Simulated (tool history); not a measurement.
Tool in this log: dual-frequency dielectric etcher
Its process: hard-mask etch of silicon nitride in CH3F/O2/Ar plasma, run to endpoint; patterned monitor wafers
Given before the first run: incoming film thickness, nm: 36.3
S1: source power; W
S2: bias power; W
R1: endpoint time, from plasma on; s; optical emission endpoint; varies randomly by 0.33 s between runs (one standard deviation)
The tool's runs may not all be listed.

{"run": 1, "hour": 0.0, "S1": 410, "S2": 83, "R1": 48.267}
{"run": 2, "hour": 7.2, "S1": 470, "S2": 83, "R1": 45.291}
{"run": 3, "hour": 9.1, "S1": 430, "S2": 81, "R1": 47.589}
{"run": 4, "hour": 13.4, "S1": 490, "S2": 81, "R1": 44.92}
{"run": 5, "hour": 14.2, "S1": 450, "S2": 79, "R1": 47.533}
{"run": 6, "hour": 21.2, "S1": 390, "S2": 79, "R1": 50.898}
{"run": 7, "hour": 22.5, "S1": 370, "S2": 79, "R1": 51.866}
{"run": 8, "hour": 30.6, "S1": 360, "S2": 79, "R1": 51.973}

Expected results for the next run?
{"run": 9, "hour": 32.8, "S1": 350, "S2": 78, "R1": "?"}

{"run 9": {"R1": 53.182}}
